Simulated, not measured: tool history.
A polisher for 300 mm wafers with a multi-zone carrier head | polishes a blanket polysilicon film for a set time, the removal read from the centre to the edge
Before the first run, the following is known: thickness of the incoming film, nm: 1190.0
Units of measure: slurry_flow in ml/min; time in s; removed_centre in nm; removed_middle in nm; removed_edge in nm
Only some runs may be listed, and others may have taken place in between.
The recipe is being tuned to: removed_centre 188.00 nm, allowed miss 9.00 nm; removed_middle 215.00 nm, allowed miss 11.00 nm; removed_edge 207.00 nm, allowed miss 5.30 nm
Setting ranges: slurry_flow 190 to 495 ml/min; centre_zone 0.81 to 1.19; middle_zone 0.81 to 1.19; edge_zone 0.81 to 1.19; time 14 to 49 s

run    day  slurry_flow  centre_zone  middle_zone  edge_zone  time  removed_centre  removed_middle  removed_edge
  1  0.000          320         1.00         1.00       1.00    31          237.37          240.23        246.35
  2  0.262          320         0.98         1.00       0.98    30          223.04          237.31        236.94
  3  0.538          320         0.97         0.99       0.96    30          226.73          231.37        230.80
  4  0.712          320         0.97         0.99       0.93    30          224.20          230.98        229.72
  5  0.958          285         0.97         0.99       0.93    30          217.16          231.24        227.96
  6  1.000          280         0.96         0.99       0.92    30          219.42          228.47        229.75
  7  1.179          280         0.96         0.99       0.92    30          221.48          222.68        222.07
  8  1.404          275         0.94         1.00       0.92    30          211.98          233.27        224.64
  9  1.512          270         0.93         0.99       0.91    30          214.80          226.29        223.30
 10  1.804          270         0.93         0.99       0.91    30          209.38          228.75        224.99
 11  2.029          270         0.92         0.99       0.90    30          207.38          228.04        224.22

Which one of the following 4 next-run settings gets every result inside its allowed miss? There is exactly one.
  A  2.254          205         0.88         1.01       0.86    29               ?               ?             ?
  B  2.254          235         1.02         0.91       0.81    29               ?               ?             ?
  C  2.254          255         1.07         0.98       0.89    28               ?               ?             ?
  D  2.254          305         1.13         1.03       0.81    28               ?               ?             ?

move  removed_centre  removed_middle  removed_edge
   A          189.31          212.28        206.76
   B          224.95          202.95        204.83
   C          230.90          207.55        207.86
   D          249.80          218.84        202.42
A: every result within its allowed miss
B: corrects the largest miss of the last run, while another result sits out of spec
C: corrects the largest miss of the last run, while another result sits out of spec
D: corrects the largest miss of the last run, while another result sits out of spec
The right move is A.
